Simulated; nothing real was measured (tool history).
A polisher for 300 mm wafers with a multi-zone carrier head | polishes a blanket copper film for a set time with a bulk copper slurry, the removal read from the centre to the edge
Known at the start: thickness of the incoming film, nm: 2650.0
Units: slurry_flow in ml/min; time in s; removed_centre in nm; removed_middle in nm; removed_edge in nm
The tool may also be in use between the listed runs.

Run 1, hour 0: slurry_flow 125 ml/min, centre_zone 1, middle_zone 1, edge_zone 1, slurry_solids 1, time 43 s. Result: removed_centre 358.39 nm, removed_middle 351.8 nm, removed_edge 352.15 nm.
Run 2, hour 2: slurry_flow 135 ml/min, centre_zone 1.02, middle_zone 0.98, edge_zone 1.03, slurry_solids 1.05, time 43 s. Result: removed_centre 377.67 nm, removed_middle 360.9 nm, removed_edge 367.46 nm.
Run 3, hour 6.2: slurry_flow 105 ml/min, centre_zone 1.02, middle_zone 0.98, edge_zone 1.03, slurry_solids 1.05, time 43 s. Result: removed_centre 351.72 nm, removed_middle 336.14 nm, removed_edge 348.99 nm.
Run 4, hour 9.2: slurry_flow 120 ml/min, centre_zone 1.04, middle_zone 0.96, edge_zone 1.05, slurry_solids 1.1, time 43 s. Result: removed_centre 370.29 nm, removed_middle 345.71 nm, removed_edge 366.39 nm.
Run 5, hour 12.5: slurry_flow 120 ml/min, centre_zone 1.04, middle_zone 0.96, edge_zone 1.05, slurry_solids 0.95, time 43 s. Result: removed_centre 356.81 nm, removed_middle 337.68 nm, removed_edge 347.97 nm.
Run 6, hour 19.1: slurry_flow 130 ml/min, centre_zone 1.06, middle_zone 0.94, edge_zone 1.07, slurry_solids 1, time 43 s. Result: removed_centre 388.12 nm, removed_middle 336.61 nm, removed_edge 360.18 nm.

The next listed run, before its measurement:
Run 7, hour 20.3: slurry_flow 140 ml/min, centre_zone 1.06, middle_zone 0.93, edge_zone 1.09, slurry_solids 1.05, time 43 s. Result: removed_centre ?, removed_middle ?, removed_edge ?.

{"run 7": {"removed_centre": 385.51, "removed_middle": 342.89, "removed_edge": 375.02}}
